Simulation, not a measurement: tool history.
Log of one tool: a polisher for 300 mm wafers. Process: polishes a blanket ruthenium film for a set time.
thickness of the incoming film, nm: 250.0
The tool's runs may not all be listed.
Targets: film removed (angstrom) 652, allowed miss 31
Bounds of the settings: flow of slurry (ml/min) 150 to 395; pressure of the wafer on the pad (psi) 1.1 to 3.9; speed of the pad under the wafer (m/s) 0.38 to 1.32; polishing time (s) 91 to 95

run	hour	flow of slurry (ml/min)	pressure of the wafer on the pad (psi)	speed of the pad under the wafer (m/s)	polishing time (s)	film removed (angstrom)
1	0	250	2.5	0.84	91	874.82
2	7.9	220	2.5	0.84	91	861.16
3	9.8	220	2.5	0.84	95	886.4
4	14.4	220	2.4	0.84	95	866.01
5	18	275	2.4	0.84	95	894.21
6	19.7	275	2.4	0.94	95	1016.4
7	23.2	275	2.3	0.94	95	960.03
8	29	275	2.2	0.94	95	911.96
9	32.5	275	2.1	0.94	95	870.59
10	37.2	275	2	0.94	95	846.8
11	41.2	275	1.9	0.94	95	813.06
12	48	275	1.8	0.94	95	795.99
13	51.9	275	1.7	0.94	95	724.9

4 next moves are on the table. One of them brings every result within its allowed miss. Which?
A	55.8	315	1.6	0.96	95	?
B	55.8	285	1.7	1	91	?
C	55.8	245	1.5	0.92	95	?
D	55.8	260	2	0.86	94	?

move	film removed (angstrom)
A	706.73
B	734.83
C	625.44
D	747.92
A: nearer than the last run, and not there yet
B: further off than the last run
C: meets every target
D: further off than the last run
The right move is C.

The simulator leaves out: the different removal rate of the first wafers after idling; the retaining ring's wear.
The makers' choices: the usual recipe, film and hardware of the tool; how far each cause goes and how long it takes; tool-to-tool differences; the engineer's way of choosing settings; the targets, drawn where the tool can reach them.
